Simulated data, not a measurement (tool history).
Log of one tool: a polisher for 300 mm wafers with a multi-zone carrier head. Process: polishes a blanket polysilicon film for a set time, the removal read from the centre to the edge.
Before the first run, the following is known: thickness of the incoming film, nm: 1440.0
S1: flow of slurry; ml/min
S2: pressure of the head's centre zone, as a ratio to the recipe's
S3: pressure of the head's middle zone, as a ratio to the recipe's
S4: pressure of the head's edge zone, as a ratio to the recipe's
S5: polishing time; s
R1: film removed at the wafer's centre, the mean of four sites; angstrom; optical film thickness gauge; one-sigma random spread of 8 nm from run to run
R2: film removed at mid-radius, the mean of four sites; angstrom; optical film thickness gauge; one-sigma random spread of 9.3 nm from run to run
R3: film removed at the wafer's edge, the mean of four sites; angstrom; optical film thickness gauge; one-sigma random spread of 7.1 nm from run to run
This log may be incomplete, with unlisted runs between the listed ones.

run,hour,S1,S2,S3,S4,S5,R1,R2,R3
1,0.0,265,1.00,1.00,1.00,57,5330.5,5462.5,5605.0
2,6.5,300,1.00,1.00,1.00,57,5365.3,5690.4,5527.5
3,8.7,255,1.00,1.00,1.00,57,5268.9,5489.9,5490.1
4,13.8,265,1.04,1.03,1.02,59,5789.2,5719.1,5739.0
5,18.7,300,1.04,1.03,1.02,59,5787.3,5960.2,5694.5
6,20.1,300,1.04,1.03,1.02,52,5121.3,5243.2,5042.8
7,27.7,300,1.06,1.04,1.02,56,5596.3,5736.8,5451.5

Forecast run 8:
8,32.9,300,1.08,1.05,1.03,59,?,?,?

{"run 8": {"R1": 5995.9, "R2": 6098.8, "R3": 5779.2}}
